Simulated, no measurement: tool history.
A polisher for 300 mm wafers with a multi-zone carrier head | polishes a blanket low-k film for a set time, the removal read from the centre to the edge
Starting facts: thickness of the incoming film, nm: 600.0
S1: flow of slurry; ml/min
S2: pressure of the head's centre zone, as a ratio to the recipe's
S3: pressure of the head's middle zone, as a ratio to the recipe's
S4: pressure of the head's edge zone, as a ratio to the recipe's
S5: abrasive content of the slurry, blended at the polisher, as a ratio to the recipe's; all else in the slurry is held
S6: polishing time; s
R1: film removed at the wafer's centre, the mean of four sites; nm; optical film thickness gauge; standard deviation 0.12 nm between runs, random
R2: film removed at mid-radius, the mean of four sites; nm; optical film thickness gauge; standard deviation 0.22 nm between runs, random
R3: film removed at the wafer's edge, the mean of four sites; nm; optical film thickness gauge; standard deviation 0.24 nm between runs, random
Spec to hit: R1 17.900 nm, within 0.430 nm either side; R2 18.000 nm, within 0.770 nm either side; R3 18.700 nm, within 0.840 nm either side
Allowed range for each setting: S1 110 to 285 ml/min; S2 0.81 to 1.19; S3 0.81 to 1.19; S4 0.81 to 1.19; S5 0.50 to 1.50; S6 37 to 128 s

Run 1, hour 0.0: S1 180 ml/min, S2 1.00, S3 1.00, S4 1.00, S5 1.00, S6 82 s. Result: R1 25.734 nm, R2 26.670 nm, R3 26.103 nm.
Run 2, hour 6.6: S1 175 ml/min, S2 0.99, S3 0.98, S4 0.98, S5 0.90, S6 82 s. Result: R1 23.378 nm, R2 24.255 nm, R3 24.014 nm.
Run 3, hour 14.1: S1 175 ml/min, S2 0.99, S3 1.06, S4 0.98, S5 0.90, S6 82 s. Result: R1 23.649 nm, R2 26.020 nm, R3 23.759 nm.
Run 4, hour 22.5: S1 170 ml/min, S2 0.98, S3 1.03, S4 0.96, S5 0.85, S6 82 s. Result: R1 22.317 nm, R2 24.273 nm, R3 22.906 nm.
Run 5, hour 27.1: S1 170 ml/min, S2 0.98, S3 1.03, S4 0.96, S5 0.70, S6 82 s. Result: R1 18.260 nm, R2 19.798 nm, R3 18.712 nm.
Run 6, hour 27.9: S1 170 ml/min, S2 1.04, S3 1.03, S4 0.96, S5 0.70, S6 82 s. Result: R1 19.227 nm, R2 19.803 nm, R3 18.871 nm.
Run 7, hour 32.1: S1 120 ml/min, S2 1.00, S3 0.96, S4 1.01, S5 0.70, S6 82 s. Result: R1 16.889 nm, R2 17.169 nm, R3 18.353 nm.
Run 8, hour 40.5: S1 120 ml/min, S2 1.00, S3 0.96, S4 1.01, S5 0.70, S6 82 s. Result: R1 17.107 nm, R2 17.313 nm, R3 18.081 nm.
Run 9, hour 48.1: S1 125 ml/min, S2 1.00, S3 0.96, S4 1.01, S5 0.70, S6 82 s. Result: R1 17.150 nm, R2 17.556 nm, R3 18.282 nm.
Run 10, hour 50.7: S1 130 ml/min, S2 1.00, S3 0.96, S4 1.01, S5 0.70, S6 82 s. Result: R1 17.352 nm, R2 17.495 nm, R3 18.400 nm.

4 candidate next runs follow, results not yet known. Just one meets every target within its allowed miss. Identify it.
Run A, hour 53.3: S1 160 ml/min, S2 0.90, S3 0.87, S4 1.01, S5 0.70, S6 84 s. Result: R1 ?, R2 ?, R3 ?.
Run B, hour 53.3: S1 110 ml/min, S2 1.05, S3 0.90, S4 1.09, S5 0.80, S6 72 s. Result: R1 ?, R2 ?, R3 ?.
Run C, hour 53.3: S1 115 ml/min, S2 0.95, S3 0.98, S4 1.00, S5 0.70, S6 85 s. Result: R1 ?, R2 ?, R3 ?.
Run D, hour 53.3: S1 120 ml/min, S2 1.03, S3 0.98, S4 1.05, S5 0.65, S6 92 s. Result: R1 ?, R2 ?, R3 ?.

move      R1      R2      R3
   A  16.752  17.723  19.665
   B  17.405  16.391  18.863
   C  16.424  18.338  18.729
   D  17.843  18.325  19.109
A: further off than the last run
B: further off than the last run
C: further off than the last run
D: all results in spec
Go with D: it meets all targets.

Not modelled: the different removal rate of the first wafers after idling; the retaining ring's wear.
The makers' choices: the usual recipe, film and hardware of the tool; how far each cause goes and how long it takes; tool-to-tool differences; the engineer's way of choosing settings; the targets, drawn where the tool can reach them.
